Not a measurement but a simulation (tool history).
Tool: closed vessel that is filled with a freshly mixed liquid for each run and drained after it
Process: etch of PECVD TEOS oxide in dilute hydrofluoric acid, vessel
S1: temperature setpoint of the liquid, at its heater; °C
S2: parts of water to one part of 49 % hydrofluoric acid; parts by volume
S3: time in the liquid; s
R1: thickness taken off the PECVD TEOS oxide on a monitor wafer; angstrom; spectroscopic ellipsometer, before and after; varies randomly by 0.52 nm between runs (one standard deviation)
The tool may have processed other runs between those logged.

| run | hour | S1 | S2 | S3 | R1 |
|---|---|---|---|---|---|
| 1 | 0 | 25 | 60 | 155 | 828.42 |
| 2 | 7.7 | 25 | 70 | 155 | 699.59 |
| 3 | 8.8 | 27 | 70 | 155 | 764.49 |
| 4 | 13 | 28.5 | 65 | 155 | 875.31 |
| 5 | 19 | 28.5 | 50 | 155 | 1163.9 |
| 6 | 25.9 | 28.5 | 65 | 155 | 875.72 |
| 7 | 30.4 | 29.5 | 60 | 155 | 992.68 |
| 8 | 38.4 | 30.5 | 55 | 155 | 1130.7 |
| 9 | 44.9 | 30.5 | 55 | 155 | 1136.2 |

For run 10, what comes out?
| 10 | 49.5 | 31 | 50 | 155 | ? |

{"run 10": {"R1": 1277.9}}

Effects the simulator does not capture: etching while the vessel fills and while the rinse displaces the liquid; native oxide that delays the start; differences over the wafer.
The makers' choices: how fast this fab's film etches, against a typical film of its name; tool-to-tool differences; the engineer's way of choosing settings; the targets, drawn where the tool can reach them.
